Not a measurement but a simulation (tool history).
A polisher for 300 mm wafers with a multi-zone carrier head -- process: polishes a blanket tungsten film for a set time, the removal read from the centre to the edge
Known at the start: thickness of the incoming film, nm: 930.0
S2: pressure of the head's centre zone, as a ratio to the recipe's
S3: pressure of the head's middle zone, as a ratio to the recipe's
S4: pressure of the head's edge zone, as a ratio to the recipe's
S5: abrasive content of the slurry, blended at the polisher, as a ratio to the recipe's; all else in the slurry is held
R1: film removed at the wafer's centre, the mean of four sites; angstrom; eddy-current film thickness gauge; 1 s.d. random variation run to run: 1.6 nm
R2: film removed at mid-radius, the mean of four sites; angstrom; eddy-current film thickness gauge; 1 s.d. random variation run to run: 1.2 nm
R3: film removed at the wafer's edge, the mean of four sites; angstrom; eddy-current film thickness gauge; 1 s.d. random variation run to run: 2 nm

{"run": 1, "hour": 0.0, "flow of slurry (ml/min)": 165, "S2": 1.0, "S3": 1.0, "S4": 1.0, "S5": 1.0, "polishing time (s)": 75, "R1": 2479.9, "R2": 2582.6, "R3": 2501.1}
{"run": 2, "hour": 4.1, "flow of slurry (ml/min)": 185, "S2": 1.0, "S3": 1.0, "S4": 1.0, "S5": 1.0, "polishing time (s)": 75, "R1": 2485.8, "R2": 2639.6, "R3": 2569.1}
{"run": 3, "hour": 6.7, "flow of slurry (ml/min)": 185, "S2": 1.0, "S3": 1.05, "S4": 1.0, "S5": 1.0, "polishing time (s)": 75, "R1": 2459.8, "R2": 2708.3, "R3": 2572.6}
{"run": 4, "hour": 11.2, "flow of slurry (ml/min)": 185, "S2": 1.0, "S3": 1.05, "S4": 1.0, "S5": 0.9, "polishing time (s)": 75, "R1": 2445.3, "R2": 2706.6, "R3": 2473.5}
{"run": 5, "hour": 13.2, "flow of slurry (ml/min)": 170, "S2": 1.02, "S3": 0.98, "S4": 1.03, "S5": 0.9, "polishing time (s)": 66, "R1": 2118.1, "R2": 2191.8, "R3": 2215.9}
{"run": 6, "hour": 20.3, "flow of slurry (ml/min)": 170, "S2": 1.02, "S3": 0.92, "S4": 1.03, "S5": 0.9, "polishing time (s)": 66, "R1": 2138.5, "R2": 2089.8, "R3": 2193.7}
{"run": 7, "hour": 26.6, "flow of slurry (ml/min)": 155, "S2": 1.05, "S3": 0.89, "S4": 1.04, "S5": 0.8, "polishing time (s)": 62, "R1": 1942.2, "R2": 1829.9, "R3": 1980.8}
{"run": 8, "hour": 32.3, "flow of slurry (ml/min)": 155, "S2": 1.05, "S3": 0.89, "S4": 1.04, "S5": 0.8, "polishing time (s)": 62, "R1": 1941.9, "R2": 1810.7, "R3": 1966.0}
{"run": 9, "hour": 39.9, "flow of slurry (ml/min)": 145, "S2": 1.07, "S3": 0.87, "S4": 1.04, "S5": 0.7, "polishing time (s)": 61, "R1": 1840.7, "R2": 1646.7, "R3": 1851.0}

For run 10, what comes out?
{"run": 10, "hour": 48.4, "flow of slurry (ml/min)": 135, "S2": 1.08, "S3": 0.86, "S4": 1.01, "S5": 0.65, "polishing time (s)": 61, "R1": "?", "R2": "?", "R3": "?"}

Run 10 produced R1 1800.3 angstrom, R2 1603.1 angstrom, R3 1772.8 angstrom.

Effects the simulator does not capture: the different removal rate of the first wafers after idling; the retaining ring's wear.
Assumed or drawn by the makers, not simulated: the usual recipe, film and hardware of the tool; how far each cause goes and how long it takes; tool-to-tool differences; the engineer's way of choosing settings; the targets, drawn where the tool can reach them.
